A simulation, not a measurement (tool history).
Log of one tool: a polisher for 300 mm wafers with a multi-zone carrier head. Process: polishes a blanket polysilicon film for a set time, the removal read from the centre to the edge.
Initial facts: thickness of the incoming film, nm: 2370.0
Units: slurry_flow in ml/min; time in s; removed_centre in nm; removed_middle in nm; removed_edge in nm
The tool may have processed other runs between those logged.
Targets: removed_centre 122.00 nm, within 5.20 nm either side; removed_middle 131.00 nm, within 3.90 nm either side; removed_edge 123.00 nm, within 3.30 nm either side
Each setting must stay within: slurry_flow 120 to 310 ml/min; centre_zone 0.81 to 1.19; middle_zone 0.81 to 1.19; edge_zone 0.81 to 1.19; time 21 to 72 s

{"run": 1, "hour": 0.0, "slurry_flow": 200, "centre_zone": 1.0, "middle_zone": 1.0, "edge_zone": 1.0, "time": 46, "removed_centre": 238.79, "removed_middle": 238.26, "removed_edge": 236.84}
{"run": 2, "hour": 1.3, "slurry_flow": 200, "centre_zone": 1.0, "middle_zone": 1.05, "edge_zone": 1.0, "time": 46, "removed_centre": 232.99, "removed_middle": 247.07, "removed_edge": 235.15}
{"run": 3, "hour": 1.9, "slurry_flow": 200, "centre_zone": 1.0, "middle_zone": 1.05, "edge_zone": 0.95, "time": 46, "removed_centre": 233.09, "removed_middle": 245.79, "removed_edge": 232.3}
{"run": 4, "hour": 6.2, "slurry_flow": 200, "centre_zone": 1.08, "middle_zone": 1.05, "edge_zone": 0.95, "time": 46, "removed_centre": 248.87, "removed_middle": 252.03, "removed_edge": 226.24}
{"run": 5, "hour": 6.7, "slurry_flow": 200, "centre_zone": 1.08, "middle_zone": 1.05, "edge_zone": 0.95, "time": 52, "removed_centre": 279.43, "removed_middle": 277.98, "removed_edge": 260.84}
{"run": 6, "hour": 7.2, "slurry_flow": 185, "centre_zone": 1.05, "middle_zone": 1.03, "edge_zone": 0.93, "time": 47, "removed_centre": 242.59, "removed_middle": 247.93, "removed_edge": 228.78}
{"run": 7, "hour": 13.1, "slurry_flow": 175, "centre_zone": 1.03, "middle_zone": 1.01, "edge_zone": 0.92, "time": 43, "removed_centre": 218.58, "removed_middle": 217.54, "removed_edge": 209.32}
{"run": 8, "hour": 16.7, "slurry_flow": 130, "centre_zone": 0.93, "middle_zone": 1.07, "edge_zone": 0.82, "time": 30, "removed_centre": 138.31, "removed_middle": 151.59, "removed_edge": 135.22}
{"run": 9, "hour": 19.6, "slurry_flow": 130, "centre_zone": 0.92, "middle_zone": 1.06, "edge_zone": 0.82, "time": 29, "removed_centre": 130.03, "removed_middle": 148.37, "removed_edge": 130.65}
{"run": 10, "hour": 27.0, "slurry_flow": 130, "centre_zone": 0.92, "middle_zone": 1.05, "edge_zone": 0.82, "time": 29, "removed_centre": 131.02, "removed_middle": 145.13, "removed_edge": 129.12}

Consider the 4 candidate settings below. Which is the only one whose results all fall within their allowed miss of target?
{"run": "A", "hour": 34.4, "slurry_flow": 120, "centre_zone": 0.96, "middle_zone": 1.03, "edge_zone": 0.9, "time": 27, "removed_centre": "?", "removed_middle": "?", "removed_edge": "?"}
{"run": "B", "hour": 34.4, "slurry_flow": 130, "centre_zone": 1.03, "middle_zone": 1.09, "edge_zone": 0.81, "time": 32, "removed_centre": "?", "removed_middle": "?", "removed_edge": "?"}
{"run": "C", "hour": 34.4, "slurry_flow": 130, "centre_zone": 0.97, "middle_zone": 0.89, "edge_zone": 0.94, "time": 29, "removed_centre": "?", "removed_middle": "?", "removed_edge": "?"}
{"run": "D", "hour": 34.4, "slurry_flow": 235, "centre_zone": 0.97, "middle_zone": 1.19, "edge_zone": 0.81, "time": 28, "removed_centre": "?", "removed_middle": "?", "removed_edge": "?"}

move=A removed_centre=120.09 removed_middle=131.22 removed_edge=125.37
move=B removed_centre=151.82 removed_middle=165.68 removed_edge=143.16
move=C removed_centre=132.00 removed_middle=126.59 removed_edge=139.14
move=D removed_centre=140.99 removed_middle=170.74 removed_edge=133.42
A: each result inside its tolerance
B: misses by more than the last run did
C: pushes the last run's worst result past its target
D: misses by more than the last run did
Go with A: it meets all targets.
